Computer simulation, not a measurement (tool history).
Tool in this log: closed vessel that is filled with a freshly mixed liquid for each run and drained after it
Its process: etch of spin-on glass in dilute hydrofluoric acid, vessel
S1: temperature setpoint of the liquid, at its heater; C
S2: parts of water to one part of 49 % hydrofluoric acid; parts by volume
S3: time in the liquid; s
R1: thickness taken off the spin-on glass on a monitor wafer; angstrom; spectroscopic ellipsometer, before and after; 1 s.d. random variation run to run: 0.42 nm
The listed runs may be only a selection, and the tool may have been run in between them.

run,hour,S1,S2,S3,R1
1,0,21,220,90,116.2
2,0.9,23.5,160,90,190.49
3,5.8,25,130,90,253.18
4,13,23,130,90,232.81
5,14.9,23,90,90,363.93
6,23.6,23,125,90,247.93
7,31.6,24.5,105,90,315.75
8,38.1,25.5,95,90,375.53
9,43.6,26.5,95,90,386.66

Run 10 has not been measured yet. What should we expect?
10,45.9,29,85,90,?

Run 10 gave R1 482.26 angstrom.

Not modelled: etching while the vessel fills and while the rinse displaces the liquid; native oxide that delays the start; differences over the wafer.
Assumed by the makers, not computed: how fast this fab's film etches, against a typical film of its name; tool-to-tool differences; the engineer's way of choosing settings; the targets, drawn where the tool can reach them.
